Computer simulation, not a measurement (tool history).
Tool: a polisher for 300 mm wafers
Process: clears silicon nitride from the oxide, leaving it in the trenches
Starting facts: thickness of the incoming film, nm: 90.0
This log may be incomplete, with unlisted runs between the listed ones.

| run | hour | flow of slurry (ml/min) | pressure of the wafer on the pad (psi) | speed of the pad under the wafer (cm/s) | overpolish time after the end point (s) | time until the end point was called (s) |
|---|---|---|---|---|---|---|
| 1 | 0 | 145 | 1.6 | 102 | 48 | 152.02 |
| 2 | 5.8 | 145 | 1.6 | 102 | 51 | 153.04 |
| 3 | 7.3 | 125 | 1.6 | 102 | 51 | 157.02 |
| 4 | 15 | 125 | 1.9 | 102 | 51 | 132.08 |
| 5 | 22.7 | 125 | 2.3 | 102 | 51 | 110.02 |
| 6 | 29.6 | 125 | 2.3 | 102 | 51 | 110.56 |
| 7 | 31.2 | 130 | 2.3 | 102 | 51 | 109.44 |
| 8 | 35.7 | 135 | 2.3 | 102 | 51 | 108.86 |
| 9 | 40.7 | 140 | 2.3 | 102 | 51 | 107.83 |

The next listed run, before its measurement:
| 10 | 47.3 | 145 | 2.3 | 102 | 51 | ? |

time until the end point was called (s): 107.29

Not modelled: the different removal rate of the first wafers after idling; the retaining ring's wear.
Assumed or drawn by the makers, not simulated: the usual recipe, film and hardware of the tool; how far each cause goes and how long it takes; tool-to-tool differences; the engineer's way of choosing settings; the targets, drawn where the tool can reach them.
